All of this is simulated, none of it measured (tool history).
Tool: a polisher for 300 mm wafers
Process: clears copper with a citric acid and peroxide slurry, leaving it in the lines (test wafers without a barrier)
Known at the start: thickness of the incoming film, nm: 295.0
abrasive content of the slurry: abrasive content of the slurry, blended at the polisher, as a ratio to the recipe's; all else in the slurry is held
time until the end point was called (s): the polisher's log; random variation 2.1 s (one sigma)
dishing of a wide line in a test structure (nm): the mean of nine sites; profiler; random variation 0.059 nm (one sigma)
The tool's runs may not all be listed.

run,hour,flow of slurry (ml/min),pressure of the wafer on the pad (psi),speed of the pad under the wafer (cm/s),abrasive content of the slurry,overpolish time after the end point (s),time until the end point was called (s),dishing of a wide line in a test structure (nm)
1,0,245,3.7,106,1,11,117.83,19.903
2,4.3,185,3.7,106,1,11,122.21,19.172
3,8.1,175,3.3,102,1,9,142.11,14.122
4,14,175,3.3,78,1,9,182.72,10.463
5,19.7,175,3.3,78,0.8,9,191.57,10.331
6,24.4,200,3.1,72,0.95,8,205.76,8.8238
7,29.4,190,3.1,66,1.05,7,224.86,7.2348

Run 8 comes next. What will it give?
8,32.4,180,3.2,62,1.15,6,?,?

time until the end point was called (s): 229.15
dishing of a wide line in a test structure (nm): 5.851
